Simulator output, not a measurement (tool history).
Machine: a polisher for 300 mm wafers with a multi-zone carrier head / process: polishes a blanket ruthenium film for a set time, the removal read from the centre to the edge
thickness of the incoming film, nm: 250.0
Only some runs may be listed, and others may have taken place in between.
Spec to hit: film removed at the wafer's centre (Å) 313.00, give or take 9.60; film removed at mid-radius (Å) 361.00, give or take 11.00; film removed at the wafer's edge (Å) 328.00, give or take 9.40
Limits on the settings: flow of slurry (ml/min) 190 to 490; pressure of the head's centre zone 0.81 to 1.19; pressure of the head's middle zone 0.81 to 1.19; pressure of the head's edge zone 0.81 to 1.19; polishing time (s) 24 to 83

run  hour  flow of slurry (ml/min)  pressure of the head's centre zone  pressure of the head's middle zone  pressure of the head's edge zone  polishing time (s)  film removed at the wafer's centre (Å)  film removed at mid-radius (Å)  film removed at the wafer's edge (Å)
  1   0.0                      315                                1.00                                1.00                              1.00                  53                                  572.44                          558.97                                565.76
  2   7.2                      315                                0.93                                1.00                              1.00                  53                                  537.46                          561.27                                560.38
  3   9.0                      315                                0.93                                1.08                              1.00                  53                                  529.03                          598.96                                567.43
  4  15.4                      305                                0.90                                1.06                              0.95                  45                                  433.67                          492.93                                472.51
  5  17.9                      315                                0.91                                1.07                              0.91                  40                                  392.59                          447.66                                410.63
  6  22.5                      315                                0.91                                1.15                              0.91                  40                                  402.41                          477.93                                413.12
  7  28.8                      320                                0.90                                1.12                              0.89                  37                                  359.83                          431.41                                378.36
  8  35.3                      315                                0.90                                1.09                              0.87                  36                                  349.71                          403.01                                364.42
  9  43.0                      315                                0.89                                1.08                              0.85                  35                                  333.77                          395.80                                350.74
 10  43.9                      315                                0.89                                1.06                              0.84                  34                                  327.21                          382.33                                337.60
 11  49.1                      310                                0.88                                1.04                              0.83                  34                                  320.41                          372.48                                334.52
 12  53.2                      305                                0.88                                1.03                              0.82                  34                                  317.92                          364.38                                332.16
 13  58.6                      300                                0.88                                1.03                              0.81                  34                                  326.58                          367.29                                329.66

5 candidate next runs follow, results not yet known. Just one meets every target within its allowed miss. Identify it.
  A  64.0                      240                                0.93                                1.14                              0.81                  34                                       ?                               ?                                     ?
  B  64.0                      280                                0.94                                1.07                              0.81                  34                                       ?                               ?                                     ?
  C  64.0                      310                                0.82                                1.12                              0.86                  34                                       ?                               ?                                     ?
  D  64.0                      330                                0.86                                1.02                              0.81                  33                                       ?                               ?                                     ?
  E  64.0                      195                                0.94                                1.04                              0.81                  36                                       ?                               ?                                     ?

move  film removed at the wafer's centre (Å)  film removed at mid-radius (Å)  film removed at the wafer's edge (Å)
   A                                  333.38                          390.36                                320.78
   B                                  344.33                          377.10                                325.91
   C                                  303.86                          396.76                                335.92
   D                                  311.37                          357.74                                320.77
   E                                  343.47                          369.53                                331.78
A: misses by more than the last run did
B: misses by more than the last run did
C: the furthest-off result lands on target, but another misses its tolerance
D: meets every target
E: misses by more than the last run did
Move D is the one to make.

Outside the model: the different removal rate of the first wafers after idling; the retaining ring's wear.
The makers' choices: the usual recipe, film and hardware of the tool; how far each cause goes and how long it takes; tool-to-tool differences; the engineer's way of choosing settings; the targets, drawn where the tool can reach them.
